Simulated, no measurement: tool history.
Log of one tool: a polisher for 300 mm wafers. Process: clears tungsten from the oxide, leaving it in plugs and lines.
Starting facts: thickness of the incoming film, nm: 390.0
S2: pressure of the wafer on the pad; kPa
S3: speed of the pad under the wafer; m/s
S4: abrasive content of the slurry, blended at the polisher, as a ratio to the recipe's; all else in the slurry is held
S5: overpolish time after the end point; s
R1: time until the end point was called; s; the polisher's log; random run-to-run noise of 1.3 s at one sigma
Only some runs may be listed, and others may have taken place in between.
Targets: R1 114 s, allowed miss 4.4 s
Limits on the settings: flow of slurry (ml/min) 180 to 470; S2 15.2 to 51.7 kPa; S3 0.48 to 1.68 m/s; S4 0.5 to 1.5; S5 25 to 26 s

run 1 day=0 | flow_of_slurry_(ml/min)=300 S2=33.1 S3=1.08 S4=1 S5=25 | R1=71.031
run 2 day=0.108 | flow_of_slurry_(ml/min)=375 S2=33.1 S3=1.08 S4=1 S5=25 | R1=69.333
run 3 day=0.183 | flow_of_slurry_(ml/min)=325 S2=33.1 S3=1.08 S4=1 S5=25 | R1=72.626
run 4 day=0.304 | flow_of_slurry_(ml/min)=365 S2=33.1 S3=1.08 S4=1 S5=25 | R1=69.463
run 5 day=0.625 | flow_of_slurry_(ml/min)=365 S2=33.1 S3=1.08 S4=1 S5=26 | R1=69.424
run 6 day=0.767 | flow_of_slurry_(ml/min)=365 S2=33.1 S3=0.92 S4=1 S5=26 | R1=83.035
run 7 day=0.983 | flow_of_slurry_(ml/min)=360 S2=30.3 S3=0.92 S4=1 S5=26 | R1=88.489
-- day=1.112 slurry blender recalibrated
run 8 day=1.112 | flow_of_slurry_(ml/min)=355 S2=28.3 S3=0.92 S4=1 S5=26 | R1=85.687
run 9 day=1.267 | flow_of_slurry_(ml/min)=355 S2=25.5 S3=0.86 S4=1 S5=26 | R1=101.17
run 10 day=1.625 | flow_of_slurry_(ml/min)=355 S2=24.1 S3=0.86 S4=1 S5=26 | R1=105.19
run 11 day=1.858 | flow_of_slurry_(ml/min)=355 S2=24.1 S3=0.86 S4=1 S5=26 | R1=104.29
run 12 day=2.117 | flow_of_slurry_(ml/min)=355 S2=23.4 S3=0.86 S4=1 S5=26 | R1=107.16

Which of these 4 next moves meets every target?
run A day=2.375 | flow_of_slurry_(ml/min)=385 S2=24.8 S3=0.7 S4=1 S5=26 | R1=?
run B day=2.375 | flow_of_slurry_(ml/min)=230 S2=27.6 S3=0.68 S4=1.05 S5=25 | R1=?
run C day=2.375 | flow_of_slurry_(ml/min)=300 S2=24.1 S3=0.78 S4=0.8 S5=26 | R1=?
run D day=2.375 | flow_of_slurry_(ml/min)=360 S2=20.7 S3=0.86 S4=1.2 S5=25 | R1=?

move=A R1=122.04
move=B R1=119.94
move=C R1=120.92
move=D R1=111.28
A: takes the result that was furthest off past its target
B: takes the result that was furthest off past its target
C: takes the result that was furthest off past its target
D: each result inside its tolerance
Go with D: it meets all targets.
